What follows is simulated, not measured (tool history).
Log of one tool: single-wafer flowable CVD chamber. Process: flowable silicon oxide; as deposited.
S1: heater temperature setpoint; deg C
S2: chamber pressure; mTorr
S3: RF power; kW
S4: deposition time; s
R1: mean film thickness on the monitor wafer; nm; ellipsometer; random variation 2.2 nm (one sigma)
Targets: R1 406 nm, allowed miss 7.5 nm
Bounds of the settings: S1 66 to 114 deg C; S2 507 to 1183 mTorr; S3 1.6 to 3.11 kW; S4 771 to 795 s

run,hour,S1,S2,S3,S4,R1
1,0,90,845,2.355,771,733.97
2,6.4,93,845,2.355,771,663.2
3,9,93,845,2.355,771,652.19
4,17.9,93,750,2.355,771,588.24
5,26,95,750,2.355,771,547.31
6,28.2,91,750,2.355,771,631.12
7,29.9,93,750,2.355,771,583.22
8,32.3,95,750,2.355,771,539.5
9,37.1,96,750,2.355,771,522.7
10,41.9,97,750,2.355,771,508.56
11,50.8,98,750,2.355,771,481.97
12,54,99,750,2.355,771,469.45
13,61.2,100,750,2.355,771,447.55
14,68.3,102,750,2.355,771,412.6

Which of these 5 next moves meets every target?
A,75.4,92,507,2.125,782,?
B,75.4,103,728,2.45,773,?
C,75.4,104,761,2.545,787,?
D,75.4,102,753,2.235,794,?
E,75.4,107,877,2.725,795,?

move,R1
A,427.86
B,394.84
C,405.24
D,431.18
E,421.7
A: further off than the last run
B: takes the result that was furthest off past its target
C: meets every target
D: further off than the last run
E: further off than the last run
Answer: C
